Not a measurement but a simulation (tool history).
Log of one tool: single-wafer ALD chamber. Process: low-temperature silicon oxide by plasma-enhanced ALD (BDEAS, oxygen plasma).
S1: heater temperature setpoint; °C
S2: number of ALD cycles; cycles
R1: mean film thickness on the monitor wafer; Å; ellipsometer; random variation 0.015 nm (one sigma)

{"run": 1, "hour": 0.0, "S1": 85, "S2": 20, "R1": 31.083}
{"run": 2, "hour": 7.5, "S1": 83, "S2": 20, "R1": 31.086}
{"run": 3, "hour": 13.1, "S1": 83, "S2": 18, "R1": 27.95}
{"run": 4, "hour": 14.5, "S1": 81, "S2": 18, "R1": 28.27}
{"run": 5, "hour": 19.1, "S1": 88, "S2": 18, "R1": 27.689}
{"run": 6, "hour": 23.7, "S1": 96, "S2": 18, "R1": 26.875}
{"run": 7, "hour": 30.2, "S1": 93, "S2": 18, "R1": 27.306}
{"run": 8, "hour": 35.2, "S1": 91, "S2": 18, "R1": 27.341}
{"run": 9, "hour": 43.9, "S1": 88, "S2": 18, "R1": 27.711}

Run 10 comes next. What will it give?
{"run": 10, "hour": 51.3, "S1": 76, "S2": 21, "R1": "?"}

Run 10 gave R1 33.599 Å.
